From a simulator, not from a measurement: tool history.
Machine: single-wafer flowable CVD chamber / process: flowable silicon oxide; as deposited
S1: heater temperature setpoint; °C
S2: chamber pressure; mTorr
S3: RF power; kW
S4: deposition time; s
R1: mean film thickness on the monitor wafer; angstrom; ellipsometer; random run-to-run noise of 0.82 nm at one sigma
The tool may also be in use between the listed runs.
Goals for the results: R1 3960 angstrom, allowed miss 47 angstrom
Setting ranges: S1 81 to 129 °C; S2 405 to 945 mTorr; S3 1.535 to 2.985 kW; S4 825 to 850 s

Run 1, hour 0: S1 105 °C, S2 675 mTorr, S3 2.26 kW, S4 825 s. Result: R1 3501.6 angstrom.
Run 2, hour 6.9: S1 105 °C, S2 564 mTorr, S3 2.26 kW, S4 825 s. Result: R1 2945.1 angstrom.
Run 3, hour 7.7: S1 104 °C, S2 564 mTorr, S3 2.26 kW, S4 825 s. Result: R1 3044.1 angstrom.
Run 4, hour 11.1: S1 103 °C, S2 564 mTorr, S3 2.26 kW, S4 825 s. Result: R1 3141.6 angstrom.
Run 5, hour 18.7: S1 102 °C, S2 564 mTorr, S3 2.26 kW, S4 825 s. Result: R1 3253.6 angstrom.
Run 6, hour 19.5: S1 101 °C, S2 564 mTorr, S3 2.26 kW, S4 825 s. Result: R1 3358.8 angstrom.
Run 7, hour 26.8: S1 100 °C, S2 564 mTorr, S3 2.26 kW, S4 825 s. Result: R1 3464.6 angstrom.
Run 8, hour 31.2: S1 99 °C, S2 564 mTorr, S3 2.26 kW, S4 825 s. Result: R1 3589.4 angstrom.

Next run, 4 choices. One meets every target within its allowed miss, the rest don't. Which?
Run A, hour 35.6: S1 98 °C, S2 586 mTorr, S3 2.215 kW, S4 850 s. Result: R1 ?.
Run B, hour 35.6: S1 97 °C, S2 581 mTorr, S3 2.285 kW, S4 850 s. Result: R1 ?.
Run C, hour 35.6: S1 100 °C, S2 537 mTorr, S3 2.59 kW, S4 825 s. Result: R1 ?.
Run D, hour 35.6: S1 102 °C, S2 558 mTorr, S3 2.26 kW, S4 825 s. Result: R1 ?.

move      R1
   A  3926.6
   B  4043.4
   C  3382.8
   D  3207.2
A: meets every target
B: takes the result that was furthest off past its target
C: moves away from the targets compared with the last run
D: moves away from the targets compared with the last run
A meets every target.

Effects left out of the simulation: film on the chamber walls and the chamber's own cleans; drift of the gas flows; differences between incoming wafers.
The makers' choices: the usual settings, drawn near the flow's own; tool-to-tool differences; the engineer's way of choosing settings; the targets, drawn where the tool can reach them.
